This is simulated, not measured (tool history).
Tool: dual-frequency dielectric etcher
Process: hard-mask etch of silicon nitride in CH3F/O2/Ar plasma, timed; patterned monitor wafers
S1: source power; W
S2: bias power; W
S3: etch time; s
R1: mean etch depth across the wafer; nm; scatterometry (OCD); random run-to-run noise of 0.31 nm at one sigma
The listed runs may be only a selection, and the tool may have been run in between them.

run  hour   S1   S2     S3      R1
  1     0  520   82  105.5  92.743
  2     3  520   82     96  83.957
  3   4.2  520   82     96   83.82
  4   7.6  520   82  105.5  92.081
  5   9.9  580   82  105.5  96.141
  6    17  580   82     96  87.774
  7    21  600   86   96.5  90.231
  8  24.5  620   90   97.5  93.646
  9  28.3  640   93     98  95.555
 10  34.5  650   96   98.5  97.721
 11  37.7  660   98     99  99.318
 12    45  670  100     99  99.996
 13  53.9  680  102   99.5  102.12
 14  55.6  690  103   99.5  103.16

Run 15 is up next; what results do you expect?
 15  59.5  700  104  99.5   ?

For run 15 the tool returned R1 104.25 nm.

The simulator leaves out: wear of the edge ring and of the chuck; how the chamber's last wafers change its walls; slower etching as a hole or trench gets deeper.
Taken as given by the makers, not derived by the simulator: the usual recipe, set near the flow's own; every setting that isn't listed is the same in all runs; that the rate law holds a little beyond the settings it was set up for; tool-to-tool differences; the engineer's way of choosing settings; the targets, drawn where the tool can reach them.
